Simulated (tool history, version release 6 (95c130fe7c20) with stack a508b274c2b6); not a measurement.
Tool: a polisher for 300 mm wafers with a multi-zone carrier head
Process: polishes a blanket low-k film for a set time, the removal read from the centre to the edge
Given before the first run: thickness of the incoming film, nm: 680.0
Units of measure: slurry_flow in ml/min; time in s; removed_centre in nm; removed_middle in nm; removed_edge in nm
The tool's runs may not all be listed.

run 1 hour=0.0 | slurry_flow=245 centre_zone=1.00 middle_zone=1.00 edge_zone=1.00 slurry_solids=1.00 time=61 | removed_centre=23.848 removed_middle=23.068 removed_edge=23.218
run 2 hour=3.5 | slurry_flow=245 centre_zone=1.00 middle_zone=1.00 edge_zone=1.00 slurry_solids=1.00 time=55 | removed_centre=21.455 removed_middle=21.333 removed_edge=21.251
run 3 hour=11.4 | slurry_flow=255 centre_zone=1.03 middle_zone=1.05 edge_zone=1.01 slurry_solids=1.15 time=59 | removed_centre=24.936 removed_middle=24.607 removed_edge=24.271
run 4 hour=13.5 | slurry_flow=265 centre_zone=1.05 middle_zone=1.09 edge_zone=0.98 slurry_solids=1.25 time=63 | removed_centre=27.251 removed_middle=27.622 removed_edge=26.050
run 5 hour=18.5 | slurry_flow=225 centre_zone=1.05 middle_zone=1.09 edge_zone=0.98 slurry_solids=1.25 time=63 | removed_centre=27.042 removed_middle=28.099 removed_edge=26.008
run 6 hour=21.8 | slurry_flow=225 centre_zone=1.05 middle_zone=1.09 edge_zone=1.05 slurry_solids=1.25 time=63 | removed_centre=27.476 removed_middle=27.207 removed_edge=26.622
run 7 hour=30.1 | slurry_flow=225 centre_zone=1.08 middle_zone=1.11 edge_zone=1.03 slurry_solids=1.30 time=67 | removed_centre=29.859 removed_middle=29.901 removed_edge=28.422

Run 8 is up next; what results do you expect?
run 8 hour=32.3 | slurry_flow=225 centre_zone=1.11 middle_zone=1.13 edge_zone=1.01 slurry_solids=1.35 time=70 | removed_centre=? removed_middle=? removed_edge=?

{"run 8": {"removed_centre": 32.605, "removed_middle": 32.917, "removed_edge": 29.269}}
